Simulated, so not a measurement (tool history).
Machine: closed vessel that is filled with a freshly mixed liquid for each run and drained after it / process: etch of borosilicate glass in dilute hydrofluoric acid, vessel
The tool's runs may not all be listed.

run	hour	temperature setpoint of the liquid (C)	parts of water to one part of 49 % hydrofluoric acid (parts by volume)	time in the liquid (s)	thickness taken off the borosilicate glass on a monitor wafer (angstrom)
1	0.0	22.0	40	100	1322.3
2	4.7	23.0	40	100	1376.3
3	10.2	25.5	40	100	1518.4
4	18.9	26.0	40	100	1566.6
5	20.2	23.5	40	100	1397.7
6	24.2	20.5	40	100	1232.4

Expected results for the next run?
7	26.6	21.5	40	100	?

{"run 7": {"thickness taken off the borosilicate glass on a monitor wafer (angstrom)": 1291.0}}

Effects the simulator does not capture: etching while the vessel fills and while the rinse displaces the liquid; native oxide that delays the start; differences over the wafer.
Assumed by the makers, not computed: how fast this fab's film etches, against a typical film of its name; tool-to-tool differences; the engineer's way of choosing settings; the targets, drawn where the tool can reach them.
